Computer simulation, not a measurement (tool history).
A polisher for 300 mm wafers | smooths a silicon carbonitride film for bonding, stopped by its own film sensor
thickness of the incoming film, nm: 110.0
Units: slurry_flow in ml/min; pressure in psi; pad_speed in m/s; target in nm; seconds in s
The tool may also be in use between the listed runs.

run	hour	slurry_flow	pressure	pad_speed	slurry_solids	target	seconds
1	0	190	2	0.74	1	94	106.78
2	4.8	190	2	0.74	0.9	94	112.41
3	7.4	155	2	0.74	0.9	94	116.76
4	14.1	155	2.2	0.74	0.9	94	109.64
5	18.9	155	2.2	0.74	1.1	94	97.698
6	22.9	155	2.2	0.92	1.1	94	81.669
7	24.6	175	2.3	0.92	1.1	94	80.187
8	25.7	175	2.4	0.92	1.1	94	77.804
9	32.4	175	2.5	0.92	1.1	94	73.711

Run 10 comes next. What will it give?
10	35.2	175	2.6	0.92	1.1	94	?

{"run 10": {"seconds": 72.926}}

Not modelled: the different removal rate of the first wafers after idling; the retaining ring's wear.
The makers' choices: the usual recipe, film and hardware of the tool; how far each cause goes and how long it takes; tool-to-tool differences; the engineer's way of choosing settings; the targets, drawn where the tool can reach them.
